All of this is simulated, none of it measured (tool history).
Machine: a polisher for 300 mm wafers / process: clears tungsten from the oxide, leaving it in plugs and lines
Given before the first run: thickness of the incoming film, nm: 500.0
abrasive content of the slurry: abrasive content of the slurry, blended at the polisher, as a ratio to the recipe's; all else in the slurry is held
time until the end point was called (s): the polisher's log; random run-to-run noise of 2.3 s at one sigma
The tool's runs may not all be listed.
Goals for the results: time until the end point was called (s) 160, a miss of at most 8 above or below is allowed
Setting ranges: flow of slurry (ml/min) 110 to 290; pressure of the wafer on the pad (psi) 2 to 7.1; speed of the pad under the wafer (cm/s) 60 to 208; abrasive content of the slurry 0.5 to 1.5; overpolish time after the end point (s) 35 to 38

run,hour,flow of slurry (ml/min),pressure of the wafer on the pad (psi),speed of the pad under the wafer (cm/s),abrasive content of the slurry,overpolish time after the end point (s),time until the end point was called (s)
1,0,185,4.5,134,1,35,78.741
2,5.7,225,4.5,134,1,35,78.259
3,7.6,225,4.1,134,1,35,83.213
4,14,225,3.6,126,1,35,101.68
5,18.4,245,3.6,126,1,35,99.876
6,23,245,3.3,122,1,35,111.51
7,30.4,245,3,120,1,35,124.08
8,36.4,245,3,120,1,35,123.8
9,41.7,245,2.8,120,1,35,129.9
10,48.5,245,2.6,120,1,35,134.78
11,51.7,240,2,114,1,35,190.64
12,55.3,250,2,114,1,35,185.27
13,63.2,255,2.1,114,1,35,177.13
14,71.8,255,2.2,114,1,35,165.42
15,80.4,260,2.2,114,1,35,169.38

Pick the move, out of 4, that brings all results within their allowed miss; only one does.
A,89,285,2.6,82,0.95,38,?
B,89,290,2.3,92,1,38,?
C,89,265,2.3,102,0.85,35,?
D,89,265,2.1,126,1.05,35,?

move,time until the end point was called (s)
A,176.54
B,182.33
C,177.64
D,160.58
A: the biggest miss grows against the last run
B: the biggest miss grows against the last run
C: the biggest miss grows against the last run
D: in spec on every target
D meets every target.
